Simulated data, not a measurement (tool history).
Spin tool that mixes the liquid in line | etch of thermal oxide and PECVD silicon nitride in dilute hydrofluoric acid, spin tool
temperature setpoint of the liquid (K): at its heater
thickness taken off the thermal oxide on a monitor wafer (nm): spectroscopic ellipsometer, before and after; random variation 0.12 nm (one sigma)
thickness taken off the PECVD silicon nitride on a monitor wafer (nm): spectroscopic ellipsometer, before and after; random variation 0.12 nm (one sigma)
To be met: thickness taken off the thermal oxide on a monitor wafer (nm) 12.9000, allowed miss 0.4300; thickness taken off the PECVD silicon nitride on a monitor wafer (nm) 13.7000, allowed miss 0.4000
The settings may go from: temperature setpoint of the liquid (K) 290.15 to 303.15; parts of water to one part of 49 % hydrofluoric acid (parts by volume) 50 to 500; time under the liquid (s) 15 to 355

run	hour	temperature setpoint of the liquid (K)	parts of water to one part of 49 % hydrofluoric acid (parts by volume)	time under the liquid (s)	thickness taken off the thermal oxide on a monitor wafer (nm)	thickness taken off the PECVD silicon nitride on a monitor wafer (nm)
1	0.0	295.15	275	180	2.4119	2.7619
2	1.0	297.15	210	200	4.0803	4.6088
3	2.4	298.15	160	210	6.1519	6.6239
4	6.1	298.15	160	275	7.9312	8.8507
5	13.0	299.15	135	265	9.7770	10.5040
6	17.4	300.15	125	260	10.9250	11.9530
7	20.4	300.65	115	255	12.1860	13.1890
8	22.2	300.65	110	250	12.4750	13.6130

4 next moves are on the table. One of them brings every result within its allowed miss. Which?
A	24.0	302.15	120	245	?	?
B	24.0	303.15	130	255	?	?
C	24.0	299.15	125	320	?	?
D	24.0	299.15	105	250	?	?

move	thickness taken off the thermal oxide on a monitor wafer (nm)	thickness taken off the PECVD silicon nitride on a monitor wafer (nm)
A	11.6450	13.3880
B	11.4670	13.6850
C	12.9530	13.8700
D	12.3350	12.8860
A: further off than the last run
B: further off than the last run
C: meets every target
D: further off than the last run
Move C is the one to make.

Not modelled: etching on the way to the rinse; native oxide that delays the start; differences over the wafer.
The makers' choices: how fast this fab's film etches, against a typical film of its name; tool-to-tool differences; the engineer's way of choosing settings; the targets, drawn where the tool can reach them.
